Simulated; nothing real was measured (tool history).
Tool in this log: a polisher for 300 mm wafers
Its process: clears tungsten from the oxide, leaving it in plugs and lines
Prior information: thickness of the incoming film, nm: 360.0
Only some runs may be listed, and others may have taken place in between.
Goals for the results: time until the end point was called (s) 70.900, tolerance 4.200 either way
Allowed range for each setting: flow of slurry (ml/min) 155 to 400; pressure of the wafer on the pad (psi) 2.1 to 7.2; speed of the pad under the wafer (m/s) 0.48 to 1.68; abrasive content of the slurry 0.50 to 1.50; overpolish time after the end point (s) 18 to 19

run,hour,flow of slurry (ml/min),pressure of the wafer on the pad (psi),speed of the pad under the wafer (m/s),abrasive content of the slurry,overpolish time after the end point (s),time until the end point was called (s)
1,0.0,255,4.6,1.08,1.00,18,53.733
2,7.7,255,4.6,1.32,1.00,18,43.724
3,9.8,255,4.6,1.32,1.10,18,44.995
4,13.4,255,4.1,1.30,1.10,18,47.878
5,21.2,255,4.1,1.30,1.10,18,49.902
6,27.3,255,3.6,1.30,1.10,18,55.919
7,28.5,255,2.5,1.26,1.10,18,82.912
8,34.8,255,2.6,1.26,1.10,18,78.209
9,43.6,255,2.7,1.26,1.10,18,76.296

Below are 5 possible settings for the next run. Only one of them brings all results inside the allowed miss of their targets. Which is it?
A,52.4,205,3.6,0.86,1.10,19,?
B,52.4,240,3.0,1.24,1.00,19,?
C,52.4,255,3.2,1.06,0.85,18,?
D,52.4,295,2.3,1.26,1.15,18,?
E,52.4,260,3.0,1.38,1.15,19,?

move,time until the end point was called (s)
A,81.810
B,70.836
C,81.280
D,83.994
E,60.610
A: misses by more than the last run did
B: in spec on every target
C: misses by more than the last run did
D: misses by more than the last run did
E: the result that was furthest off in the last run now lies on the other side of its target
Go with B: it meets all targets.
